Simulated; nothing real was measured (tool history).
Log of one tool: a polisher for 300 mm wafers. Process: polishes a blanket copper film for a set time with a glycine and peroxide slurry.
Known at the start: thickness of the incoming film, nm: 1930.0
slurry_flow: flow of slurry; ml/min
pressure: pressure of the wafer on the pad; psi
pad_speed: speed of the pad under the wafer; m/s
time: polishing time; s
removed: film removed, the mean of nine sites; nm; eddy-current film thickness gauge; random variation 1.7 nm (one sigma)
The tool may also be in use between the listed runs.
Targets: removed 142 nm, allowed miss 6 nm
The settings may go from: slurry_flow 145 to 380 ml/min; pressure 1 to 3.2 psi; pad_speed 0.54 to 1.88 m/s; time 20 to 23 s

Run 1, hour 0: slurry_flow 245 ml/min, pressure 2.1 psi, pad_speed 1.2 m/s, time 23 s. Result: removed 108.77 nm.
Run 2, hour 0.7: slurry_flow 275 ml/min, pressure 2.1 psi, pad_speed 1.2 m/s, time 23 s. Result: removed 111.01 nm.
Run 3, hour 2.2: slurry_flow 275 ml/min, pressure 1.9 psi, pad_speed 1.2 m/s, time 23 s. Result: removed 104.34 nm.
Run 4, hour 7: slurry_flow 220 ml/min, pressure 1.9 psi, pad_speed 1.2 m/s, time 23 s. Result: removed 101.1 nm.
Run 5, hour 15.4: slurry_flow 270 ml/min, pressure 1.9 psi, pad_speed 1.2 m/s, time 23 s. Result: removed 103.18 nm.
Run 6, hour 22: slurry_flow 270 ml/min, pressure 2 psi, pad_speed 1.2 m/s, time 23 s. Result: removed 107.65 nm.
Run 7, hour 26.5: slurry_flow 270 ml/min, pressure 2.1 psi, pad_speed 1.2 m/s, time 23 s. Result: removed 110.99 nm.
Run 8, hour 34.9: slurry_flow 270 ml/min, pressure 2.2 psi, pad_speed 1.2 m/s, time 23 s. Result: removed 113.35 nm.
Run 9, hour 37.2: slurry_flow 270 ml/min, pressure 2.3 psi, pad_speed 1.2 m/s, time 23 s. Result: removed 117.62 nm.
Run 10, hour 38.5: slurry_flow 270 ml/min, pressure 2.4 psi, pad_speed 1.2 m/s, time 23 s. Result: removed 124.5 nm.
Run 11, hour 43.6: slurry_flow 270 ml/min, pressure 2.6 psi, pad_speed 1.22 m/s, time 23 s. Result: removed 130.64 nm.
Run 12, hour 50.2: slurry_flow 270 ml/min, pressure 2.6 psi, pad_speed 1.22 m/s, time 23 s. Result: removed 131.19 nm.
Run 13, hour 53.7: slurry_flow 270 ml/min, pressure 2.7 psi, pad_speed 1.22 m/s, time 23 s. Result: removed 135.07 nm.

5 next moves are on the table. One of them brings every result within its allowed miss. Which?
Run A, hour 57.2: slurry_flow 275 ml/min, pressure 2.9 psi, pad_speed 1.14 m/s, time 22 s. Result: removed ?.
Run B, hour 57.2: slurry_flow 270 ml/min, pressure 2.9 psi, pad_speed 1.3 m/s, time 22 s. Result: removed ?.
Run C, hour 57.2: slurry_flow 250 ml/min, pressure 2.4 psi, pad_speed 1.58 m/s, time 21 s. Result: removed ?.
Run D, hour 57.2: slurry_flow 300 ml/min, pressure 2.4 psi, pad_speed 1.42 m/s, time 22 s. Result: removed ?.
Run E, hour 57.2: slurry_flow 255 ml/min, pressure 2.6 psi, pad_speed 1.32 m/s, time 22 s. Result: removed ?.

move  removed
   A   133.01
   B   142.01
   C    129.5
   D   130.35
   E   130.92
A: further off than the last run
B: meets every target
C: further off than the last run
D: further off than the last run
E: further off than the last run
Move B is the one to make.
